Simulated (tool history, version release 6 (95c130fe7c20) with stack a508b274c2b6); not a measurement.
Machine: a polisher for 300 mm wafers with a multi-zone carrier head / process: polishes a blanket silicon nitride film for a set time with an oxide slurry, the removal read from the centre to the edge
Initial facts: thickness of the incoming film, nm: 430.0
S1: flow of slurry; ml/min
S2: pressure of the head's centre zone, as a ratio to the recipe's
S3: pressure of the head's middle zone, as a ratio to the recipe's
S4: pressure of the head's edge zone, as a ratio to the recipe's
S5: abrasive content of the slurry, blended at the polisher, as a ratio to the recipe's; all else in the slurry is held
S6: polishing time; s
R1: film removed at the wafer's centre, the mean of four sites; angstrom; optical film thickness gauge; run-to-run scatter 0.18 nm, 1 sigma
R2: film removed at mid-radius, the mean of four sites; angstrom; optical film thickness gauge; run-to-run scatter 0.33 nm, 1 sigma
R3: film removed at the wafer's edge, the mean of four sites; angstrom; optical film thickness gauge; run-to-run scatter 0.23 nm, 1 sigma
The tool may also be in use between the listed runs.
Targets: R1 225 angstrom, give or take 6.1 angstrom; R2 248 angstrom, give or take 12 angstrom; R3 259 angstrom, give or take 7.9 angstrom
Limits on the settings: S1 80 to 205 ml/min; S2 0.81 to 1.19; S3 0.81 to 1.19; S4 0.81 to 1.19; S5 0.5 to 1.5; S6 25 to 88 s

run	hour	S1	S2	S3	S4	S5	S6	R1	R2	R3
1	0	135	1	1	1	1	56	417.61	409.86	422.34
2	8.8	125	0.96	0.98	0.97	0.9	54	352.72	353.91	373
3	16.2	125	0.96	0.98	1	0.9	54	353.09	346.88	372.33
4	24.1	120	0.93	0.98	0.97	0.8	53	307.39	319.79	332
5	32.5	120	0.93	0.91	0.97	0.8	53	302.04	303.74	331.7
6	37.6	115	0.91	0.9	0.94	0.75	53	279.2	273.21	306.53
# hour 39.9: edge zone pressure recalibrated
7	39.9	115	0.91	0.9	0.94	0.75	53	273.44	279.58	288.37
8	41.1	110	0.89	0.89	0.94	0.75	53	270.76	266.59	293.14
9	49.8	110	0.87	0.9	0.94	0.7	53	247.27	256.73	273.7
10	52.2	105	0.86	0.91	0.95	0.7	53	240.36	258.9	271.78
11	53.7	105	0.86	0.91	0.95	0.7	53	240.61	257.01	273.02
12	60.7	100	0.86	0.92	0.95	0.7	53	236.89	260.61	267.43

5 next moves are on the table. One of them brings every result within its allowed miss. Which?
A	67.7	100	0.93	0.87	0.89	0.65	58	?	?	?
B	67.7	120	0.85	0.93	1	0.55	63	?	?	?
C	67.7	85	0.95	1.03	0.85	0.65	57	?	?	?
D	67.7	95	0.91	0.89	0.88	0.8	47	?	?	?
E	67.7	80	0.86	1.06	1.07	0.6	65	?	?	?

move	R1	R2	R3
A	263.05	243.03	264.06
B	223.54	237.63	254.74
C	253.18	264.94	247.29
D	249.25	240.27	255.72
E	234.81	279.04	284.63
A: lands further from the targets than the last run did
B: all results in spec
C: lands further from the targets than the last run did
D: lands further from the targets than the last run did
E: lands further from the targets than the last run did
Go with B: it meets all targets.
